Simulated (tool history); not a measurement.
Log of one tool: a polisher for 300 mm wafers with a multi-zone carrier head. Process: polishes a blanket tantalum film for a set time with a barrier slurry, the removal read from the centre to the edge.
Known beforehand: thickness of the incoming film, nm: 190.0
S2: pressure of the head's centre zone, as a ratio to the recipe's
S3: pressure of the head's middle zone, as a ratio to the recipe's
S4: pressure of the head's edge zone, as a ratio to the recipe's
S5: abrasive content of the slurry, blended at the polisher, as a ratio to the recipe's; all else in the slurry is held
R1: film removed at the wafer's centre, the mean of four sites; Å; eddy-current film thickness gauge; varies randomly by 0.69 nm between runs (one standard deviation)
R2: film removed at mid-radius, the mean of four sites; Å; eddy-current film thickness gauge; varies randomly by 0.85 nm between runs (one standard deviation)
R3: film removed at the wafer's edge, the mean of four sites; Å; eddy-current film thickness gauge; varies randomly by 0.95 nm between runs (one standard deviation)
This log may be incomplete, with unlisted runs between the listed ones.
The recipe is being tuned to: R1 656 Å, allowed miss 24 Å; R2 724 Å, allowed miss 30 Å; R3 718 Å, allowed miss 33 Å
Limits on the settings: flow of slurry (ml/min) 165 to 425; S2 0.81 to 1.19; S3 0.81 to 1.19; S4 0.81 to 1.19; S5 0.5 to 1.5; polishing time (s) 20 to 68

Run 1, hour 0: flow of slurry (ml/min) 275, S2 1, S3 1, S4 1, S5 1, polishing time (s) 44. Result: R1 587.72 Å, R2 596.54 Å, R3 585.31 Å.
Run 2, hour 3.3: flow of slurry (ml/min) 275, S2 1, S3 1, S4 1.03, S5 1, polishing time (s) 44. Result: R1 582.67 Å, R2 604.63 Å, R3 607.75 Å.
Run 3, hour 10: flow of slurry (ml/min) 280, S2 1.02, S3 1.03, S4 1.07, S5 1.05, polishing time (s) 44. Result: R1 592.33 Å, R2 616.14 Å, R3 614.61 Å.
Run 4, hour 10.6: flow of slurry (ml/min) 280, S2 1.02, S3 0.96, S4 1.07, S5 1.05, polishing time (s) 44. Result: R1 592.32 Å, R2 592.33 Å, R3 608.08 Å.
Run 5, hour 18.1: flow of slurry (ml/min) 310, S2 1.02, S3 0.96, S4 1.07, S5 1.05, polishing time (s) 44. Result: R1 600.41 Å, R2 588.61 Å, R3 625.24 Å.
Run 6, hour 23.1: flow of slurry (ml/min) 315, S2 1.02, S3 1, S4 1.08, S5 1.15, polishing time (s) 44. Result: R1 608.35 Å, R2 630.32 Å, R3 649.93 Å.
Run 7, hour 32: flow of slurry (ml/min) 320, S2 1.03, S3 1.02, S4 1.09, S5 1.2, polishing time (s) 44. Result: R1 623.06 Å, R2 636.78 Å, R3 660.81 Å.
Run 8, hour 36.8: flow of slurry (ml/min) 320, S2 1.03, S3 1.05, S4 1.09, S5 1.25, polishing time (s) 44. Result: R1 634.39 Å, R2 656.18 Å, R3 655.35 Å.
Run 9, hour 44.7: flow of slurry (ml/min) 325, S2 1.02, S3 1.06, S4 1.11, S5 1.3, polishing time (s) 44. Result: R1 629.22 Å, R2 664.37 Å, R3 673.49 Å.
Run 10, hour 46.4: flow of slurry (ml/min) 325, S2 1.02, S3 1.06, S4 1.11, S5 1.3, polishing time (s) 44. Result: R1 629.55 Å, R2 674.31 Å, R3 682.92 Å.

Which one of the following 4 next-run settings gets every result inside its allowed miss? There is exactly one.
Run A, hour 48.1: flow of slurry (ml/min) 355, S2 1.03, S3 1, S4 1.19, S5 1.3, polishing time (s) 42. Result: R1 ?, R2 ?, R3 ?.
Run B, hour 48.1: flow of slurry (ml/min) 335, S2 0.96, S3 1.03, S4 1.19, S5 1.15, polishing time (s) 43. Result: R1 ?, R2 ?, R3 ?.
Run C, hour 48.1: flow of slurry (ml/min) 340, S2 0.96, S3 1.12, S4 1, S5 1.15, polishing time (s) 45. Result: R1 ?, R2 ?, R3 ?.
Run D, hour 48.1: flow of slurry (ml/min) 340, S2 0.99, S3 1.07, S4 1.13, S5 1.35, polishing time (s) 46. Result: R1 ?, R2 ?, R3 ?.

move      R1      R2      R3
   A  623.54  614.75  655.66
   B  583.85   625.8  652.07
   C  612.14  701.82  624.97
   D  663.33  714.12  701.98
A: lands further from the targets than the last run did
B: lands further from the targets than the last run did
C: the worst result of the last run now meets its target, but another is out of spec
D: meets every target
So the answer is move D, the one that meets all the targets.
